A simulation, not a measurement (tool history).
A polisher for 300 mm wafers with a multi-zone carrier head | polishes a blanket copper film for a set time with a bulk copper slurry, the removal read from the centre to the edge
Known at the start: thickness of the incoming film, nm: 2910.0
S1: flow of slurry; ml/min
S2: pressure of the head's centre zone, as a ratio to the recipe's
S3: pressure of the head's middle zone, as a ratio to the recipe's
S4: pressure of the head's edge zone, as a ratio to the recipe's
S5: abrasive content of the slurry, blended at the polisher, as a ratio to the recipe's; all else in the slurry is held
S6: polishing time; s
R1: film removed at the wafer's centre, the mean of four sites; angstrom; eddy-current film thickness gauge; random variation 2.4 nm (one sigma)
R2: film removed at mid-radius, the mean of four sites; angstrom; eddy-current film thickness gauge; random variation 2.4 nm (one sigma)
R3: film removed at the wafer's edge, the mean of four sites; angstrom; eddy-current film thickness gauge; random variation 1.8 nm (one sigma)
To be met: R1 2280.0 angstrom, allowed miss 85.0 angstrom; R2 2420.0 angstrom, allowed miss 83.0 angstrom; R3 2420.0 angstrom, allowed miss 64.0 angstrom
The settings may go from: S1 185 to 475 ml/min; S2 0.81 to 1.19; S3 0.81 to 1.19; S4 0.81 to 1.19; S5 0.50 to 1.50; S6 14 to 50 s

{"run": 1, "hour": 0.0, "S1": 305, "S2": 1.0, "S3": 1.0, "S4": 1.0, "S5": 1.0, "S6": 32, "R1": 3068.1, "R2": 2935.3, "R3": 3016.8}
{"run": 2, "hour": 3.5, "S1": 305, "S2": 1.0, "S3": 1.0, "S4": 0.96, "S5": 1.0, "S6": 32, "R1": 3055.5, "R2": 2917.7, "R3": 2948.7}
{"run": 3, "hour": 12.4, "S1": 300, "S2": 0.97, "S3": 0.99, "S4": 0.94, "S5": 0.9, "S6": 32, "R1": 2842.2, "R2": 2763.0, "R3": 2823.5}
{"run": 4, "hour": 19.2, "S1": 300, "S2": 0.97, "S3": 0.99, "S4": 0.89, "S5": 0.9, "S6": 32, "R1": 2890.7, "R2": 2809.6, "R3": 2765.3}
{"run": 5, "hour": 24.4, "S1": 300, "S2": 0.97, "S3": 0.99, "S4": 0.89, "S5": 0.9, "S6": 38, "R1": 3366.4, "R2": 3295.5, "R3": 3229.0}
{"run": 6, "hour": 27.1, "S1": 295, "S2": 0.95, "S3": 0.98, "S4": 0.88, "S5": 0.8, "S6": 37, "R1": 3083.0, "R2": 3185.5, "R3": 3039.3}
{"run": 7, "hour": 29.4, "S1": 290, "S2": 0.94, "S3": 0.95, "S4": 0.87, "S5": 0.75, "S6": 36, "R1": 2916.5, "R2": 2917.1, "R3": 2829.7}
{"run": 8, "hour": 30.8, "S1": 285, "S2": 0.92, "S3": 0.93, "S4": 0.86, "S5": 0.7, "S6": 36, "R1": 2829.3, "R2": 2775.3, "R3": 2788.8}
{"run": 9, "hour": 39.0, "S1": 270, "S2": 0.82, "S3": 0.96, "S4": 0.82, "S5": 0.5, "S6": 33, "R1": 1984.8, "R2": 2224.6, "R3": 2095.6}
{"run": 10, "hour": 41.9, "S1": 285, "S2": 0.83, "S3": 0.96, "S4": 0.84, "S5": 0.5, "S6": 33, "R1": 2036.9, "R2": 2229.9, "R3": 2159.3}
{"run": 11, "hour": 47.9, "S1": 295, "S2": 0.84, "S3": 0.97, "S4": 0.86, "S5": 0.5, "S6": 33, "R1": 2054.9, "R2": 2309.8, "R3": 2183.0}
{"run": 12, "hour": 51.6, "S1": 305, "S2": 0.85, "S3": 0.97, "S4": 0.88, "S5": 0.5, "S6": 33, "R1": 2085.7, "R2": 2233.1, "R3": 2225.4}
{"run": 13, "hour": 58.4, "S1": 305, "S2": 0.86, "S3": 0.98, "S4": 0.89, "S5": 0.5, "S6": 33, "R1": 2081.1, "R2": 2304.8, "R3": 2221.6}
{"run": 14, "hour": 62.4, "S1": 305, "S2": 0.87, "S3": 0.98, "S4": 0.9, "S5": 0.5, "S6": 33, "R1": 2115.4, "R2": 2335.7, "R3": 2220.1}
{"run": 15, "hour": 67.1, "S1": 310, "S2": 0.88, "S3": 0.98, "S4": 0.92, "S5": 0.5, "S6": 33, "R1": 2156.2, "R2": 2311.8, "R3": 2271.3}
{"run": 16, "hour": 74.9, "S1": 310, "S2": 0.89, "S3": 0.98, "S4": 0.93, "S5": 0.5, "S6": 33, "R1": 2152.2, "R2": 2294.0, "R3": 2270.8}
{"run": 17, "hour": 80.6, "S1": 310, "S2": 0.89, "S3": 0.98, "S4": 0.93, "S5": 0.5, "S6": 33, "R1": 2161.5, "R2": 2296.6, "R3": 2261.1}
{"run": 18, "hour": 81.3, "S1": 315, "S2": 0.89, "S3": 0.98, "S4": 0.94, "S5": 0.5, "S6": 33, "R1": 2142.3, "R2": 2327.8, "R3": 2286.9}
{"run": 19, "hour": 84.3, "S1": 320, "S2": 0.9, "S3": 0.98, "S4": 0.95, "S5": 0.5, "S6": 33, "R1": 2190.5, "R2": 2278.2, "R3": 2298.3}
{"run": 20, "hour": 88.4, "S1": 320, "S2": 0.9, "S3": 0.99, "S4": 0.96, "S5": 0.5, "S6": 33, "R1": 2129.7, "R2": 2353.6, "R3": 2320.6}
{"run": 21, "hour": 90.9, "S1": 320, "S2": 0.91, "S3": 0.99, "S4": 0.96, "S5": 0.5, "S6": 33, "R1": 2209.4, "R2": 2309.4, "R3": 2315.7}
{"run": 22, "hour": 99.0, "S1": 320, "S2": 0.91, "S3": 1.0, "S4": 0.97, "S5": 0.5, "S6": 33, "R1": 2174.4, "R2": 2328.7, "R3": 2346.7}
{"run": 23, "hour": 100.6, "S1": 320, "S2": 0.92, "S3": 1.01, "S4": 0.97, "S5": 0.5, "S6": 33, "R1": 2261.6, "R2": 2325.8, "R3": 2300.7}

Which of these 4 next moves meets every target?
{"run": "A", "hour": 102.2, "S1": 380, "S2": 0.98, "S3": 1.04, "S4": 1.01, "S5": 0.5, "S6": 30, "R1": "?", "R2": "?", "R3": "?"}
{"run": "B", "hour": 102.2, "S1": 235, "S2": 1.02, "S3": 1.09, "S4": 0.96, "S5": 0.5, "S6": 31, "R1": "?", "R2": "?", "R3": "?"}
{"run": "C", "hour": 102.2, "S1": 360, "S2": 0.9, "S3": 1.11, "S4": 0.81, "S5": 0.5, "S6": 33, "R1": "?", "R2": "?", "R3": "?"}
{"run": "D", "hour": 102.2, "S1": 375, "S2": 0.89, "S3": 0.96, "S4": 0.91, "S5": 0.6, "S6": 32, "R1": "?", "R2": "?", "R3": "?"}

move=A R1=2168.4 R2=2179.4 R3=2191.8
move=B R1=2236.7 R2=2244.2 R3=2152.6
move=C R1=2204.9 R2=2495.0 R3=2170.9
move=D R1=2312.9 R2=2407.1 R3=2426.4
A: further off than the last run
B: further off than the last run
C: further off than the last run
D: meets every target
Answer: D
